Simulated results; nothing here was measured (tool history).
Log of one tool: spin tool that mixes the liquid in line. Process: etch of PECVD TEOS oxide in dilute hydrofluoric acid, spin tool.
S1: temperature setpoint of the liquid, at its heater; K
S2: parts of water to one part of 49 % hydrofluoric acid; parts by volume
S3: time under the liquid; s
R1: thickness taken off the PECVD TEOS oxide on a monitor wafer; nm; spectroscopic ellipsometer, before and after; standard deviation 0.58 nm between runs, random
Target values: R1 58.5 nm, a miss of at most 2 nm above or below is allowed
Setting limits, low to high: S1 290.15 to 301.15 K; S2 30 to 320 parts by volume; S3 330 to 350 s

Run 1, day 0: S1 293.15 K, S2 175 parts by volume, S3 330 s. Result: R1 31.52 nm.
Run 2, day 0.312: S1 295.65 K, S2 160 parts by volume, S3 330 s. Result: R1 38.347 nm.
Run 3, day 0.554: S1 295.65 K, S2 160 parts by volume, S3 350 s. Result: R1 40.813 nm.
Run 4, day 0.683: S1 297.15 K, S2 150 parts by volume, S3 350 s. Result: R1 46.64 nm.
Run 5, day 1: S1 297.15 K, S2 150 parts by volume, S3 350 s. Result: R1 45.998 nm.
Run 6, day 1.075: S1 297.15 K, S2 150 parts by volume, S3 330 s. Result: R1 44.091 nm.
Run 7, day 1.192: S1 298.15 K, S2 145 parts by volume, S3 330 s. Result: R1 46.722 nm.
Run 8, day 1.283: S1 299.15 K, S2 140 parts by volume, S3 330 s. Result: R1 50.226 nm.
Run 9, day 1.304: S1 299.65 K, S2 135 parts by volume, S3 330 s. Result: R1 54.994 nm.
Run 10, day 1.354: S1 300.15 K, S2 135 parts by volume, S3 330 s. Result: R1 55.947 nm.
Run 11, day 1.704: S1 300.65 K, S2 135 parts by volume, S3 330 s. Result: R1 56.148 nm.

Which one of the following 5 next-run settings gets every result inside its allowed miss? There is exactly one.
Run A, day 2.054: S1 301.15 K, S2 145 parts by volume, S3 340 s. Result: R1 ?.
Run B, day 2.054: S1 298.15 K, S2 130 parts by volume, S3 330 s. Result: R1 ?.
Run C, day 2.054: S1 297.65 K, S2 140 parts by volume, S3 350 s. Result: R1 ?.
Run D, day 2.054: S1 301.15 K, S2 135 parts by volume, S3 340 s. Result: R1 ?.
Run E, day 2.054: S1 300.15 K, S2 140 parts by volume, S3 330 s. Result: R1 ?.

move      R1
   A  53.971
   B  53.166
   C   50.76
   D   58.71
   E  52.607
A: misses by more than the last run did
B: misses by more than the last run did
C: misses by more than the last run did
D: all results land within tolerance of their targets
E: misses by more than the last run did
Answer: D
